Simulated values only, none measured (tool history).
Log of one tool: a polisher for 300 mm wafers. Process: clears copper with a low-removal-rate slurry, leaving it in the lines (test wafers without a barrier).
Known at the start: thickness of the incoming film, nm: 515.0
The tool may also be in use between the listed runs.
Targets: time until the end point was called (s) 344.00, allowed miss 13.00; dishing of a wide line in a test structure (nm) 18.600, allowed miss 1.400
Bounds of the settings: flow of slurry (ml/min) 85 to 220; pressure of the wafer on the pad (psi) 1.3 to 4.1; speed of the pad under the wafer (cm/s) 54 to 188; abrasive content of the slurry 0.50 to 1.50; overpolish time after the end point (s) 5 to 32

run,day,flow of slurry (ml/min),pressure of the wafer on the pad (psi),speed of the pad under the wafer (cm/s),abrasive content of the slurry,overpolish time after the end point (s),time until the end point was called (s),dishing of a wide line in a test structure (nm)
1,0.000,140,2.7,120,1.00,16,188.13,30.608
2,0.042,140,3.0,120,1.00,16,174.40,34.361
3,0.221,140,2.6,120,1.00,16,196.53,29.649
4,0.592,140,2.4,118,1.00,16,217.59,27.687
5,0.954,140,2.4,118,1.00,21,218.17,34.152
6,1.300,140,2.4,118,1.00,28,218.87,42.124
7,1.458,140,2.3,116,1.00,26,229.13,37.311
8,1.717,140,2.2,116,1.00,25,239.39,36.504
9,1.971,140,2.1,116,1.00,24,251.15,34.121
10,2.025,140,1.4,114,1.00,16,380.02,17.784
11,2.088,145,1.4,114,1.00,16,371.23,16.785

4 next moves are on the table. One of them brings every result within its allowed miss. Which?
A,2.150,125,1.5,122,1.10,12,?,?
B,2.150,180,1.6,74,1.35,15,?,?
C,2.150,165,1.9,90,0.85,16,?,?
D,2.150,120,1.6,100,1.05,14,?,?

move,time until the end point was called (s),dishing of a wide line in a test structure (nm)
A,330.82,15.040
B,414.56,15.032
C,338.64,19.124
D,373.94,15.498
A: takes the result that was furthest off past its target
B: further off than the last run
C: meets every target
D: further off than the last run
Move C is the one to make.

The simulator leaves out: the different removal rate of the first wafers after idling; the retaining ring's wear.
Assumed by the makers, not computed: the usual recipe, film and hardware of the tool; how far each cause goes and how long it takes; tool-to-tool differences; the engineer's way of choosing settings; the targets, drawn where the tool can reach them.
